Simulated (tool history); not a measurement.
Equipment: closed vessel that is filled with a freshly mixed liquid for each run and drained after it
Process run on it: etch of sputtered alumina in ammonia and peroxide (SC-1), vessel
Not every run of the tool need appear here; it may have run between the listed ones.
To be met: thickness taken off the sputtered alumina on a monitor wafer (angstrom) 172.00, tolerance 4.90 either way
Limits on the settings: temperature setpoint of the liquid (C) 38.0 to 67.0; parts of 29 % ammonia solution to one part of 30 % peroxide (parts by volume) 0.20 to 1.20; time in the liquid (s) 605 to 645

run	hour	temperature setpoint of the liquid (C)	parts of 29 % ammonia solution to one part of 30 % peroxide (parts by volume)	time in the liquid (s)	thickness taken off the sputtered alumina on a monitor wafer (angstrom)
1	0.0	51.0	0.80	605	311.90
2	5.5	51.0	0.80	645	331.31
3	12.9	51.0	0.80	605	309.50
4	18.6	51.0	0.80	645	329.69
5	26.0	51.0	0.50	645	317.30
6	32.3	48.5	0.50	645	273.73
7	35.9	46.5	0.50	645	246.63
8	41.7	45.0	0.50	645	223.72
9	49.5	45.0	0.50	645	226.95
10	57.7	44.0	0.50	645	213.91
11	67.0	39.5	0.50	645	163.60

Of the 5 settings listed for the next run, only one would bring every result within its allowed miss of target. Which one?
A	76.3	41.0	0.55	645	?
B	76.3	38.5	0.55	645	?
C	76.3	41.5	0.50	645	?
D	76.3	40.5	0.45	610	?
E	76.3	40.0	0.65	640	?

move	thickness taken off the sputtered alumina on a monitor wafer (angstrom)
A	181.65
B	156.70
C	185.34
D	163.66
E	172.68
A: takes the biggest miss from the last run beyond its target
B: further off than the last run
C: takes the biggest miss from the last run beyond its target
D: roughly where the last run was
E: meets every target
E meets every target.
